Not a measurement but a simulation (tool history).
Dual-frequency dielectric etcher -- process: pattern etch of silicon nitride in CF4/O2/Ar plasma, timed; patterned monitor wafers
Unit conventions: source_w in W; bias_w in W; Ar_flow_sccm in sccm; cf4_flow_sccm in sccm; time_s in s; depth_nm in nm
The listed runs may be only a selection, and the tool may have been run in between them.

run	hour	source_w	bias_w	Ar_flow_sccm	cf4_flow_sccm	time_s	depth_nm
1	0.0	690	63	95	125	12.0	35.246
2	7.1	730	63	95	125	12.0	37.069
3	11.1	730	63	88	125	12.0	37.165
4	11.6	710	63	88	125	12.0	36.242
# hour 14.0: bias power generator calibrated
5	14.0	710	74	88	125	12.0	39.306
6	14.9	690	74	88	125	12.0	38.460
7	23.2	670	74	88	125	12.0	37.619
8	24.8	670	74	88	125	12.0	37.606
9	29.6	650	74	88	125	12.0	37.211

The next listed run, before its measurement:
10	38.0	510	73	88	125	12.0	?

Logged for run 10: depth_nm 31.920 nm.
